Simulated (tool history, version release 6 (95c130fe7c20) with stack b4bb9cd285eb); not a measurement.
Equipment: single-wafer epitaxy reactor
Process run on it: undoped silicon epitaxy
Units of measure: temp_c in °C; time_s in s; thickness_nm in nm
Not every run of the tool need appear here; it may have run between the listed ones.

run 1 hour=0 | temp_c=635 time_s=267 | thickness_nm=29.555
run 2 hour=4.7 | temp_c=627 time_s=267 | thickness_nm=23.971
run 3 hour=8.1 | temp_c=630 time_s=267 | thickness_nm=25.98
run 4 hour=11.6 | temp_c=638 time_s=267 | thickness_nm=31.606
run 5 hour=16 | temp_c=640 time_s=267 | thickness_nm=33.331
run 6 hour=20 | temp_c=649 time_s=267 | thickness_nm=41.991

Estimate the outcome of run 7 from the log above:
run 7 hour=25.9 | temp_c=650 time_s=267 | thickness_nm=?

Run 7 measured thickness_nm 43.176 nm.
